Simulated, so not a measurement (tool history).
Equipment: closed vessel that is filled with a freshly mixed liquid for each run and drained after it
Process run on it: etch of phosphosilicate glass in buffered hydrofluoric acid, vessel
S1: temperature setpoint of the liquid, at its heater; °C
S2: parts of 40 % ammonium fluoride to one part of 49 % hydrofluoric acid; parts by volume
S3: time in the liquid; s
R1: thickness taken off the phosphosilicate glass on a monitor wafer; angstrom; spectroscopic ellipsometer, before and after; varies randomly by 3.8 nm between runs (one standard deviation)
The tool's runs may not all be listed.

run    day    S1    S2   S3      R1
  1      0    21  14.5  105  4024.5
  2  0.038  17.5  14.5  105  3310.4
  3  0.167  17.5  14.5  105  3306.1
  4  0.383  17.5    16  105  2991.6
  5  0.679    21  15.5  105  3764.8
  6  0.971  23.5    15  105  4466.9
  7  1.292    25  14.5  105  4996.5
  8  1.512    26  14.5  105    5292
  9  1.692    27  14.5  105  5623.4
 10  1.796  27.5  14.5  105  5732.9
 11  2.054    28  14.5  105  5892.2

Run 12 is up next; what results do you expect?
 12  2.271  28.5  14.5  105   ?

Run 12 came out at R1 6060.3 angstrom.
